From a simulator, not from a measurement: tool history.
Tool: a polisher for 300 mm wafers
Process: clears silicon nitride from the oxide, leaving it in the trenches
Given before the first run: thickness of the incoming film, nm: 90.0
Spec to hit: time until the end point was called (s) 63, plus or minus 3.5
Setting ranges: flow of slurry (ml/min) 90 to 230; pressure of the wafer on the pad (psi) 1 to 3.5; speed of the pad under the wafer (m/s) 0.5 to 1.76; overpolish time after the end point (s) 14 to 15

run    day  flow of slurry (ml/min)  pressure of the wafer on the pad (psi)  speed of the pad under the wafer (m/s)  overpolish time after the end point (s)  time until the end point was called (s)
  1      0                      150                                     2.2                                    1.12                                       14                                   112.08
  2  0.021                      150                                     1.9                                    1.12                                       14                                   123.16
  3  0.321                      150                                     1.9                                    1.12                                       14                                    125.3
  4  0.638                      150                                     1.4                                    1.12                                       14                                   170.65
  5  0.967                      150                                     1.8                                    1.12                                       14                                   129.83
  6   1.05                      165                                     1.8                                    1.12                                       14                                    128.6
  7  1.312                      165                                     2.4                                    1.22                                       14                                   90.459
  8  1.496                      165                                     2.6                                    1.24                                       14                                   82.698
  9  1.667                      165                                     2.8                                    1.24                                       14                                   77.537

5 next moves are on the table. One of them brings every result within its allowed miss. Which?
  A  1.838                      195                                     2.4                                    1.26                                       14                                        ?
  B  1.838                      175                                       3                                    0.98                                       14                                        ?
  C  1.838                      170                                     3.3                                    1.28                                       15                                        ?
  D  1.838                      165                                     2.5                                    1.04                                       14                                        ?
  E  1.838                      175                                     2.5                                    1.24                                       15                                        ?

move  time until the end point was called (s)
   A                                   82.944
   B                                    84.87
   C                                   61.752
   D                                   97.698
   E                                   82.733
A: the biggest miss grows against the last run
B: the biggest miss grows against the last run
C: all results land within tolerance of their targets
D: the biggest miss grows against the last run
E: the biggest miss grows against the last run
So the answer is move C, the one that meets all the targets.

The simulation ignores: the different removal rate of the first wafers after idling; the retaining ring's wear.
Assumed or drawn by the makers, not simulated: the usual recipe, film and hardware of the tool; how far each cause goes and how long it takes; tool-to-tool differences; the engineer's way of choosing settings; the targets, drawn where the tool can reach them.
